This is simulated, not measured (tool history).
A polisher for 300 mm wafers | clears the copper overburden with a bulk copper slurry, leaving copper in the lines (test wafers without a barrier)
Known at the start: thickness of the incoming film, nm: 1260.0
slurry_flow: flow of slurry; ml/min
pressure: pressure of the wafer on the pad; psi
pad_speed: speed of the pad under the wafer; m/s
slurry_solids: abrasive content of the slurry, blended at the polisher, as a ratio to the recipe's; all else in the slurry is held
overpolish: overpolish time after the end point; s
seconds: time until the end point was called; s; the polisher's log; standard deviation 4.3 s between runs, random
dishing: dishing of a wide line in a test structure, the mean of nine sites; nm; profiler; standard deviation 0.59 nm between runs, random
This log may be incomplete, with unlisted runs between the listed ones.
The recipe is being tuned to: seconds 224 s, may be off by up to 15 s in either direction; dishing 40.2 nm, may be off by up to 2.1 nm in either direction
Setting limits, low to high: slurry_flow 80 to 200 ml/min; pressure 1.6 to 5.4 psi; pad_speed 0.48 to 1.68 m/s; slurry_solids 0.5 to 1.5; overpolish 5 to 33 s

run 1 hour=0 | slurry_flow=130 pressure=3.5 pad_speed=1.08 slurry_solids=1 overpolish=17 | seconds=92.971 dishing=45.555
run 2 hour=6.7 | slurry_flow=130 pressure=3.3 pad_speed=1.04 slurry_solids=1 overpolish=17 | seconds=101.09 dishing=47.912
run 3 hour=9.3 | slurry_flow=100 pressure=3.3 pad_speed=1.04 slurry_solids=1 overpolish=17 | seconds=107.13 dishing=46.456
run 4 hour=16.4 | slurry_flow=100 pressure=2.7 pad_speed=1.04 slurry_solids=1 overpolish=17 | seconds=134.22 dishing=43.041
run 5 hour=24.5 | slurry_flow=100 pressure=2.7 pad_speed=1.04 slurry_solids=0.8 overpolish=17 | seconds=133.96 dishing=42.297
run 6 hour=29.5 | slurry_flow=100 pressure=2.7 pad_speed=1.04 slurry_solids=0.9 overpolish=17 | seconds=133.98 dishing=43.688
run 7 hour=34.6 | slurry_flow=95 pressure=1.7 pad_speed=0.78 slurry_solids=0.9 overpolish=17 | seconds=272.13 dishing=33.261
run 8 hour=42.7 | slurry_flow=95 pressure=1.8 pad_speed=0.78 slurry_solids=0.9 overpolish=19 | seconds=257.18 dishing=34.774
-- hour=50.9 head pressure recalibrated
run 9 hour=50.9 | slurry_flow=95 pressure=1.8 pad_speed=0.78 slurry_solids=0.9 overpolish=20 | seconds=236.68 dishing=36.591
run 10 hour=55.3 | slurry_flow=95 pressure=1.8 pad_speed=0.78 slurry_solids=0.9 overpolish=21 | seconds=236.14 dishing=37.112
run 11 hour=62.5 | slurry_flow=90 pressure=1.8 pad_speed=0.76 slurry_solids=0.9 overpolish=24 | seconds=246.05 dishing=39.547
run 12 hour=65.2 | slurry_flow=90 pressure=1.8 pad_speed=0.76 slurry_solids=0.9 overpolish=24 | seconds=246.67 dishing=39.029

4 candidate next runs follow, results not yet known. Just one meets every target within its allowed miss. Identify it.
run A hour=67.9 | slurry_flow=110 pressure=1.6 pad_speed=0.68 slurry_solids=1.15 overpolish=28 | seconds=? dishing=?
run B hour=67.9 | slurry_flow=95 pressure=1.7 pad_speed=0.8 slurry_solids=0.85 overpolish=18 | seconds=? dishing=?
run C hour=67.9 | slurry_flow=100 pressure=2 pad_speed=0.74 slurry_solids=0.85 overpolish=24 | seconds=? dishing=?
run D hour=67.9 | slurry_flow=80 pressure=1.7 pad_speed=0.82 slurry_solids=0.8 overpolish=24 | seconds=? dishing=?

move=A seconds=276.39 dishing=39.075
move=B seconds=245.12 dishing=35
move=C seconds=226.39 dishing=40.509
move=D seconds=254.37 dishing=38.466
A: its largest miss is bigger than the last run's
B: its largest miss is bigger than the last run's
C: all results in spec
D: its largest miss is bigger than the last run's
Answer: C
